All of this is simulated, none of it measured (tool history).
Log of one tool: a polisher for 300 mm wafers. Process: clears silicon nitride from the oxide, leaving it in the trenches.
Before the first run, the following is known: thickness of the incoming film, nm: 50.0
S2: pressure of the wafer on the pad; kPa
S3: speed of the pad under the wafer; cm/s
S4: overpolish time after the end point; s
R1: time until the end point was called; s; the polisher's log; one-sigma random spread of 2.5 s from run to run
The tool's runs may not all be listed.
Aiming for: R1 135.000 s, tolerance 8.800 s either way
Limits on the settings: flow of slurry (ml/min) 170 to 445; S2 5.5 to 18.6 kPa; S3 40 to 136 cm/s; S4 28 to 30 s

run 1 hour=0.0 | flow_of_slurry_(ml/min)=285 S2=11.7 S3=88 S4=28 | R1=100.200
run 2 hour=7.8 | flow_of_slurry_(ml/min)=285 S2=11.0 S3=88 S4=28 | R1=103.650
run 3 hour=13.2 | flow_of_slurry_(ml/min)=285 S2=10.3 S3=88 S4=28 | R1=109.320
run 4 hour=21.3 | flow_of_slurry_(ml/min)=285 S2=10.3 S3=110 S4=28 | R1=95.529
run 5 hour=29.4 | flow_of_slurry_(ml/min)=285 S2=10.3 S3=92 S4=28 | R1=104.060
run 6 hour=33.8 | flow_of_slurry_(ml/min)=285 S2=10.3 S3=106 S4=28 | R1=97.623
run 7 hour=39.2 | flow_of_slurry_(ml/min)=285 S2=9.7 S3=104 S4=28 | R1=105.000
run 8 hour=42.0 | flow_of_slurry_(ml/min)=285 S2=9.0 S3=104 S4=28 | R1=113.300
run 9 hour=48.1 | flow_of_slurry_(ml/min)=285 S2=8.3 S3=102 S4=28 | R1=121.490

Exercise: of the 4 proposed moves below, exactly one satisfies all targets within the stated allowed misses. Which move is it?
run A hour=54.2 | flow_of_slurry_(ml/min)=265 S2=8.3 S3=90 S4=28 | R1=?
run B hour=54.2 | flow_of_slurry_(ml/min)=275 S2=9.0 S3=102 S4=28 | R1=?
run C hour=54.2 | flow_of_slurry_(ml/min)=295 S2=8.3 S3=112 S4=28 | R1=?
run D hour=54.2 | flow_of_slurry_(ml/min)=320 S2=7.6 S3=126 S4=30 | R1=?

move=A R1=134.880
move=B R1=114.070
move=C R1=114.440
move=D R1=113.210
A: all results land within tolerance of their targets
B: the biggest miss grows against the last run
C: the biggest miss grows against the last run
D: the biggest miss grows against the last run
Correct choice: A, which meets every target
